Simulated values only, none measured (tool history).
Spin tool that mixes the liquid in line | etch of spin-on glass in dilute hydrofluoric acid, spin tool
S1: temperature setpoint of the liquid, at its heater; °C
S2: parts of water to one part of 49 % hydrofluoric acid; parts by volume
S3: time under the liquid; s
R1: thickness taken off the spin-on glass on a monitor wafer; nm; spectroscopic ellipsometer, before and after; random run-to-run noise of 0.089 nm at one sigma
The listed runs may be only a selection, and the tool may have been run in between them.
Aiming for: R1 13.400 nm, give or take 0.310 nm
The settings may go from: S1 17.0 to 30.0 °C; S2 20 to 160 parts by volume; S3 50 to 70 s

| run | hour | S1 | S2 | S3 | R1 |
|---|---|---|---|---|---|
| 1 | 0.0 | 22.0 | 90 | 70 | 17.349 |
| 2 | 8.6 | 21.5 | 90 | 70 | 16.994 |
| 3 | 9.2 | 19.5 | 90 | 70 | 15.867 |
| 4 | 14.1 | 22.5 | 90 | 70 | 17.609 |
| 5 | 19.0 | 22.5 | 90 | 70 | 17.991 |
| 6 | 24.4 | 25.5 | 90 | 70 | 20.279 |
| 7 | 26.2 | 24.5 | 90 | 70 | 19.473 |
| 8 | 30.2 | 23.5 | 90 | 70 | 18.589 |
| 9 | 36.6 | 22.5 | 90 | 70 | 17.940 |
| 10 | 39.5 | 22.5 | 90 | 70 | 18.044 |

Which single option among these 5 for the next run brings every result within its allowed miss of target? Just one does.
| A | 42.4 | 24.5 | 60 | 70 | ? |
| B | 42.4 | 23.0 | 80 | 70 | ? |
| C | 42.4 | 20.5 | 75 | 70 | ? |
| D | 42.4 | 21.5 | 90 | 55 | ? |
| E | 42.4 | 23.0 | 105 | 50 | ? |

| move | R1 |
|---|---|
| A | 30.034 |
| B | 20.658 |
| C | 20.006 |
| D | 13.411 |
| E | 10.907 |
A: lands further from the targets than the last run did
B: lands further from the targets than the last run did
C: lands further from the targets than the last run did
D: all results in spec
E: takes the result that was furthest off past its target
The right move is D.
